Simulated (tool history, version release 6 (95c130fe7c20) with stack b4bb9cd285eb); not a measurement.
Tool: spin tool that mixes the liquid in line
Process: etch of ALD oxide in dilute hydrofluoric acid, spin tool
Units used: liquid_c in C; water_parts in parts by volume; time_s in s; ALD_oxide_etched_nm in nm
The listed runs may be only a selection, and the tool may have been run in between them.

run 1 day=0.000 | liquid_c=22.0 water_parts=150 time_s=120 | ALD_oxide_etched_nm=20.340
run 2 day=0.304 | liquid_c=22.0 water_parts=150 time_s=120 | ALD_oxide_etched_nm=20.253
run 3 day=0.596 | liquid_c=23.0 water_parts=145 time_s=120 | ALD_oxide_etched_nm=21.904
run 4 day=0.954 | liquid_c=23.0 water_parts=105 time_s=120 | ALD_oxide_etched_nm=31.738
run 5 day=1.004 | liquid_c=23.5 water_parts=105 time_s=120 | ALD_oxide_etched_nm=32.594
run 6 day=1.212 | liquid_c=25.5 water_parts=105 time_s=120 | ALD_oxide_etched_nm=34.971
run 7 day=1.588 | liquid_c=26.0 water_parts=105 time_s=120 | ALD_oxide_etched_nm=35.687
-- day=1.750 thermometer replaced
run 8 day=1.750 | liquid_c=26.5 water_parts=105 time_s=120 | ALD_oxide_etched_nm=33.474
run 9 day=1.962 | liquid_c=27.0 water_parts=105 time_s=120 | ALD_oxide_etched_nm=34.015

Run 10 has not been measured yet. What should we expect?
run 10 day=2.221 | liquid_c=27.5 water_parts=105 time_s=120 | ALD_oxide_etched_nm=?

{"run 10": {"ALD_oxide_etched_nm": 34.985}}

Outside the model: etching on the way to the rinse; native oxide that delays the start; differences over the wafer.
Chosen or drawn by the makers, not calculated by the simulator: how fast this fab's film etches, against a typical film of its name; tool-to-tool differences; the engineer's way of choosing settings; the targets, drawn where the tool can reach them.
